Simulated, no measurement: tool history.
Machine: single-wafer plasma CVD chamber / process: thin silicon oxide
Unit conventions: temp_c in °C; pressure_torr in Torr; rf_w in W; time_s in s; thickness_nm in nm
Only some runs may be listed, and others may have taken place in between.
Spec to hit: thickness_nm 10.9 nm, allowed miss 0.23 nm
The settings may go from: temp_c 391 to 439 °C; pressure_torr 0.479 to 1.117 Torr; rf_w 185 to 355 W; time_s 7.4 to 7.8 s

{"run": 1, "hour": 0.0, "temp_c": 415, "pressure_torr": 0.798, "rf_w": 270, "time_s": 7.8, "thickness_nm": 13.679}
{"run": 2, "hour": 2.6, "temp_c": 424, "pressure_torr": 0.798, "rf_w": 270, "time_s": 7.8, "thickness_nm": 13.736}
{"run": 3, "hour": 9.8, "temp_c": 424, "pressure_torr": 0.77, "rf_w": 270, "time_s": 7.8, "thickness_nm": 13.301}
{"run": 4, "hour": 16.8, "temp_c": 424, "pressure_torr": 0.746, "rf_w": 270, "time_s": 7.8, "thickness_nm": 12.98}
{"run": 5, "hour": 21.4, "temp_c": 419, "pressure_torr": 0.746, "rf_w": 270, "time_s": 7.8, "thickness_nm": 12.98}
{"run": 6, "hour": 26.3, "temp_c": 410, "pressure_torr": 0.746, "rf_w": 270, "time_s": 7.8, "thickness_nm": 13.06}
{"run": 7, "hour": 33.6, "temp_c": 410, "pressure_torr": 0.722, "rf_w": 270, "time_s": 7.8, "thickness_nm": 12.651}
{"run": 8, "hour": 40.7, "temp_c": 410, "pressure_torr": 0.703, "rf_w": 270, "time_s": 7.8, "thickness_nm": 12.326}

Consider the 5 candidate settings below. Which is the only one whose results all fall within their allowed miss of target?
{"run": "A", "hour": 47.8, "temp_c": 414, "pressure_torr": 0.687, "rf_w": 275, "time_s": 7.4, "thickness_nm": "?"}
{"run": "B", "hour": 47.8, "temp_c": 422, "pressure_torr": 0.68, "rf_w": 265, "time_s": 7.7, "thickness_nm": "?"}
{"run": "C", "hour": 47.8, "temp_c": 418, "pressure_torr": 0.705, "rf_w": 265, "time_s": 7.4, "thickness_nm": "?"}
{"run": "D", "hour": 47.8, "temp_c": 411, "pressure_torr": 0.657, "rf_w": 280, "time_s": 7.5, "thickness_nm": "?"}
{"run": "E", "hour": 47.8, "temp_c": 409, "pressure_torr": 0.593, "rf_w": 280, "time_s": 7.8, "thickness_nm": "?"}

move=A thickness_nm=11.574
move=B thickness_nm=11.677
move=C thickness_nm=11.615
move=D thickness_nm=11.385
move=E thickness_nm=10.804
A: an improvement on the last run, though not all results are within tolerance
B: an improvement on the last run, though not all results are within tolerance
C: an improvement on the last run, though not all results are within tolerance
D: an improvement on the last run, though not all results are within tolerance
E: all results land within tolerance of their targets
E meets every target.
